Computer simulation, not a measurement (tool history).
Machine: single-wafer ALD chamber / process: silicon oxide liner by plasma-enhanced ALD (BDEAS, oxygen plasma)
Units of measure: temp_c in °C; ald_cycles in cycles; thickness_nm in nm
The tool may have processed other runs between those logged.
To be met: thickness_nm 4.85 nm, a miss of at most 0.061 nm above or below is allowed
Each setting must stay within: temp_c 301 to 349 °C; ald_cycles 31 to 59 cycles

run    day  temp_c  ald_cycles  thickness_nm
  1      0     325          45        3.9931
  2  0.192     325          42        3.7474
  3  0.475     325          46        4.0886
  4  0.517     325          51        4.5321
  5  0.888     324          52        4.6416
  6  1.162     324          58        5.1423
  7  1.512     324          58        5.1379
  8   1.55     325          57        5.0698
  9  1.721     325          56        4.9902
 10  1.971     325          56        4.9819

Exercise: of the 4 proposed moves below, exactly one satisfies all targets within the stated allowed misses. Which move is it?
  A  2.221     326          56             ?
  B  2.221     330          58             ?
  C  2.221     313          55             ?
  D  2.221     332          55             ?

move  thickness_nm
   A        4.9765
   B        5.1279
   C        4.9688
   D        4.8502
A: just as far off the targets as the last run
B: the biggest miss grows against the last run
C: an improvement on the last run, though not all results are within tolerance
D: all results land within tolerance of their targets
Answer: D

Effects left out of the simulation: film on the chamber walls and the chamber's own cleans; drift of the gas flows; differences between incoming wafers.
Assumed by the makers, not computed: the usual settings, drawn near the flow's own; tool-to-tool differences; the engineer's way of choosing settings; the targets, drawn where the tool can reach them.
